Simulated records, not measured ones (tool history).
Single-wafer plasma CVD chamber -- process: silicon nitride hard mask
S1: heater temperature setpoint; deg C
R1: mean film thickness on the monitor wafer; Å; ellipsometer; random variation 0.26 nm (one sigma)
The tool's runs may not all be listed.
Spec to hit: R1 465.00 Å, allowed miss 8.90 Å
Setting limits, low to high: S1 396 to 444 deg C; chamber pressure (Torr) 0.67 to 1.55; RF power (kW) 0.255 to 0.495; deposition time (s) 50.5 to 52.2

Run 1, hour 0.0: S1 420 deg C, chamber pressure (Torr) 1.11, RF power (kW) 0.375, deposition time (s) 50.5. Result: R1 559.02 Å.
Run 2, hour 9.0: S1 420 deg C, chamber pressure (Torr) 1.11, RF power (kW) 0.400, deposition time (s) 50.5. Result: R1 595.30 Å.
Run 3, hour 10.4: S1 420 deg C, chamber pressure (Torr) 1.11, RF power (kW) 0.430, deposition time (s) 50.5. Result: R1 628.28 Å.
Run 4, hour 15.0: S1 420 deg C, chamber pressure (Torr) 1.02, RF power (kW) 0.410, deposition time (s) 50.5. Result: R1 592.91 Å.
Run 5, hour 22.8: S1 420 deg C, chamber pressure (Torr) 1.02, RF power (kW) 0.410, deposition time (s) 50.5. Result: R1 591.43 Å.
Run 6, hour 25.3: S1 420 deg C, chamber pressure (Torr) 0.96, RF power (kW) 0.390, deposition time (s) 50.5. Result: R1 560.45 Å.
Run 7, hour 28.5: S1 420 deg C, chamber pressure (Torr) 0.91, RF power (kW) 0.375, deposition time (s) 50.5. Result: R1 534.89 Å.
Run 8, hour 29.7: S1 420 deg C, chamber pressure (Torr) 0.91, RF power (kW) 0.375, deposition time (s) 50.5. Result: R1 531.97 Å.
Run 9, hour 38.5: S1 420 deg C, chamber pressure (Torr) 0.87, RF power (kW) 0.365, deposition time (s) 50.5. Result: R1 516.53 Å.
Run 10, hour 45.1: S1 420 deg C, chamber pressure (Torr) 0.83, RF power (kW) 0.360, deposition time (s) 50.5. Result: R1 506.29 Å.
Run 11, hour 46.4: S1 420 deg C, chamber pressure (Torr) 0.80, RF power (kW) 0.355, deposition time (s) 50.5. Result: R1 491.45 Å.
Run 12, hour 47.2: S1 420 deg C, chamber pressure (Torr) 0.78, RF power (kW) 0.355, deposition time (s) 50.5. Result: R1 497.24 Å.
Run 13, hour 48.8: S1 420 deg C, chamber pressure (Torr) 0.76, RF power (kW) 0.350, deposition time (s) 50.5. Result: R1 483.06 Å.

Which one of the following 4 next-run settings gets every result inside its allowed miss? There is exactly one.
Run A, hour 50.4: S1 416 deg C, chamber pressure (Torr) 0.71, RF power (kW) 0.320, deposition time (s) 50.8. Result: R1 ?.
Run B, hour 50.4: S1 410 deg C, chamber pressure (Torr) 0.71, RF power (kW) 0.320, deposition time (s) 50.5. Result: R1 ?.
Run C, hour 50.4: S1 435 deg C, chamber pressure (Torr) 0.67, RF power (kW) 0.335, deposition time (s) 50.5. Result: R1 ?.
Run D, hour 50.4: S1 417 deg C, chamber pressure (Torr) 0.67, RF power (kW) 0.340, deposition time (s) 51.1. Result: R1 ?.

move      R1
   A  441.73
   B  440.46
   C  447.02
   D  462.68
A: pushes the last run's worst result past its target
B: pushes the last run's worst result past its target
C: pushes the last run's worst result past its target
D: all results in spec
Go with D: it meets all targets.
